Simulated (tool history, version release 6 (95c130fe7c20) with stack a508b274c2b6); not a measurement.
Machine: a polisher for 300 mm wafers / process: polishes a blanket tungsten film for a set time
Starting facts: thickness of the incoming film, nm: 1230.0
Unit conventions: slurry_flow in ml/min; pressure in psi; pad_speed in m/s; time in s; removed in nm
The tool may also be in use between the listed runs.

run,hour,slurry_flow,pressure,pad_speed,slurry_solids,time,removed
1,0,125,3.6,1.1,1,74,281.23
2,3.3,125,3.6,1.1,0.85,74,269.19
3,5.5,125,3.6,1.2,0.85,74,294.58
4,13.6,125,3.6,1.2,0.7,74,272.65
5,18.3,110,3.6,1.2,0.7,74,270.93
6,19.2,110,3.6,1.32,0.7,74,298.65
7,27.8,110,3.8,1.32,0.7,74,312.33

For run 8, what comes out?
8,29.1,110,4,1.32,0.7,74,?

Logged for run 8: removed 327.93 nm.
